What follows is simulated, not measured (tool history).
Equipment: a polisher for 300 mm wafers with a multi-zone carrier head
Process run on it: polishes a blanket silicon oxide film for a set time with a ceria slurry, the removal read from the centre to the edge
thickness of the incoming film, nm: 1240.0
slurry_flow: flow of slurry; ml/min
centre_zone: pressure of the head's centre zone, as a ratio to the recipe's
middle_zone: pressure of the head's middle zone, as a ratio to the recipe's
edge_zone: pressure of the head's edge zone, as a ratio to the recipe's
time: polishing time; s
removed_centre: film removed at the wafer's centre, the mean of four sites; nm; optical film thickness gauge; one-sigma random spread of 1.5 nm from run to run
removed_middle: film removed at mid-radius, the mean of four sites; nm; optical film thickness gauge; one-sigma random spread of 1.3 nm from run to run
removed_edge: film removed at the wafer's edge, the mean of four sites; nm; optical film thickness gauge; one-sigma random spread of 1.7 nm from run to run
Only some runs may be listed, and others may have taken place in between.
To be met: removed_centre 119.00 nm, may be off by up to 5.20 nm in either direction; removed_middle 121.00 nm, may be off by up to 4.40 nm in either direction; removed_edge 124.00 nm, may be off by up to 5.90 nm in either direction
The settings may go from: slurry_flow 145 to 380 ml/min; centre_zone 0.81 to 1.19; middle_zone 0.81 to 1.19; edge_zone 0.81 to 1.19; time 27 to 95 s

{"run": 1, "hour": 0.0, "slurry_flow": 245, "centre_zone": 1.0, "middle_zone": 1.0, "edge_zone": 1.0, "time": 61, "removed_centre": 202.8, "removed_middle": 198.99, "removed_edge": 208.66}
{"run": 2, "hour": 3.5, "slurry_flow": 240, "centre_zone": 0.98, "middle_zone": 0.99, "edge_zone": 0.97, "time": 53, "removed_centre": 173.87, "removed_middle": 172.04, "removed_edge": 181.83}
{"run": 3, "hour": 11.4, "slurry_flow": 240, "centre_zone": 0.98, "middle_zone": 0.99, "edge_zone": 1.0, "time": 53, "removed_centre": 175.43, "removed_middle": 173.49, "removed_edge": 181.77}
{"run": 4, "hour": 16.1, "slurry_flow": 240, "centre_zone": 0.98, "middle_zone": 0.99, "edge_zone": 1.0, "time": 60, "removed_centre": 198.75, "removed_middle": 194.63, "removed_edge": 201.79}
{"run": 5, "hour": 21.4, "slurry_flow": 240, "centre_zone": 0.98, "middle_zone": 0.95, "edge_zone": 1.0, "time": 60, "removed_centre": 197.11, "removed_middle": 187.0, "removed_edge": 201.1}
{"run": 6, "hour": 24.2, "slurry_flow": 210, "centre_zone": 0.98, "middle_zone": 0.95, "edge_zone": 1.0, "time": 60, "removed_centre": 192.31, "removed_middle": 184.14, "removed_edge": 197.16}
{"run": 7, "hour": 30.2, "slurry_flow": 175, "centre_zone": 0.9, "middle_zone": 0.92, "edge_zone": 0.9, "time": 43, "removed_centre": 121.5, "removed_middle": 126.49, "removed_edge": 133.63}
{"run": 8, "hour": 32.3, "slurry_flow": 170, "centre_zone": 0.91, "middle_zone": 0.92, "edge_zone": 0.88, "time": 43, "removed_centre": 125.2, "removed_middle": 124.44, "removed_edge": 132.21}

4 next moves are on the table. One of them brings every result within its allowed miss. Which?
{"run": "A", "hour": 34.4, "slurry_flow": 220, "centre_zone": 0.88, "middle_zone": 0.89, "edge_zone": 0.81, "time": 41, "removed_centre": "?", "removed_middle": "?", "removed_edge": "?"}
{"run": "B", "hour": 34.4, "slurry_flow": 160, "centre_zone": 0.85, "middle_zone": 0.86, "edge_zone": 0.89, "time": 47, "removed_centre": "?", "removed_middle": "?", "removed_edge": "?"}
{"run": "C", "hour": 34.4, "slurry_flow": 165, "centre_zone": 0.9, "middle_zone": 0.91, "edge_zone": 0.93, "time": 45, "removed_centre": "?", "removed_middle": "?", "removed_edge": "?"}
{"run": "D", "hour": 34.4, "slurry_flow": 190, "centre_zone": 0.82, "middle_zone": 0.92, "edge_zone": 0.97, "time": 44, "removed_centre": "?", "removed_middle": "?", "removed_edge": "?"}

move=A removed_centre=117.23 removed_middle=120.52 removed_edge=122.82
move=B removed_centre=121.64 removed_middle=127.30 removed_edge=140.86
move=C removed_centre=124.34 removed_middle=127.74 removed_edge=138.19
move=D removed_centre=114.12 removed_middle=129.41 removed_edge=140.56
A: meets every target
B: misses by more than the last run did
C: misses by more than the last run did
D: misses by more than the last run did
A meets every target.
